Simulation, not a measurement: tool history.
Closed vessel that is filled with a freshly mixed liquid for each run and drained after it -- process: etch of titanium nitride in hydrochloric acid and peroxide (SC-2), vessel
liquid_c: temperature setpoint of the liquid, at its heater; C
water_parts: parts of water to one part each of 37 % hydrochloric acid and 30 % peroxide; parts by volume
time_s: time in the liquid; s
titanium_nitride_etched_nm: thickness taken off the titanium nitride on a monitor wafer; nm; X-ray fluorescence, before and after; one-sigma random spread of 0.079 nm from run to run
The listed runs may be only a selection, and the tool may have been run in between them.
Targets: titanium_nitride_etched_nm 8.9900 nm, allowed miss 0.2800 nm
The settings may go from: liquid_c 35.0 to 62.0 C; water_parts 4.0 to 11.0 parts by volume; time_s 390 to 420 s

run    day  liquid_c  water_parts  time_s  titanium_nitride_etched_nm
  1  0.000      46.0          6.0     390                     16.7030
  2  0.212      43.5          6.0     390                     14.2090
  3  0.571      41.5          6.0     390                     12.4500
  4  0.829      41.5          5.5     390                     13.2600
  5  1.012      41.5          5.5     390                     13.0650
  6  1.100      40.0          5.5     390                     11.9570
  7  1.304      39.0          5.5     390                     10.9820
  8  1.646      39.0          5.5     390                     10.9300
  9  1.896      38.5          5.5     390                     10.7970
 10  2.200      35.0          5.5     390                      8.3705
 11  2.508      35.5          5.5     390                      8.4489

Which of these 5 next moves meets every target?
  A  2.817      36.0          6.0     390                           ?
  B  2.817      38.0          7.5     390                           ?
  C  2.817      35.0          6.0     420                           ?
  D  2.817      36.0          6.0     395                           ?
  E  2.817      37.5          7.0     420                           ?

move  titanium_nitride_etched_nm
   A                      8.4077
   B                      8.1830
   C                      8.4163
   D                      8.5155
   E                      8.9730
A: further off than the last run
B: further off than the last run
C: further off than the last run
D: gains on the last run, yet a result remains outside its allowed miss
E: all results land within tolerance of their targets
E is the move that brings every result within its allowed miss.
